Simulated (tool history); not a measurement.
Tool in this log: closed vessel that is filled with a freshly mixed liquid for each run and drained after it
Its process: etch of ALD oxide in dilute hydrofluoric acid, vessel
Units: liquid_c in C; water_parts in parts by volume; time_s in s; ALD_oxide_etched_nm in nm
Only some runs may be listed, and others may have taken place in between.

run    day  liquid_c  water_parts  time_s  ALD_oxide_etched_nm
  1      0        21          130      30               5.8929
  2  0.346        21          115      30               6.7889
  3  0.375        21           80      30                 10.2
  4  0.446        21           80      30               10.261
  5  0.575        21          120      30               6.4957
     0.825  -- hydrofluoric acid flow meter replaced
  6  0.825      23.5          105      30                9.643

Run 7 comes next. What will it give?
  7  0.871        25          105      30                    ?

Run 7 produced ALD_oxide_etched_nm 10.21 nm.
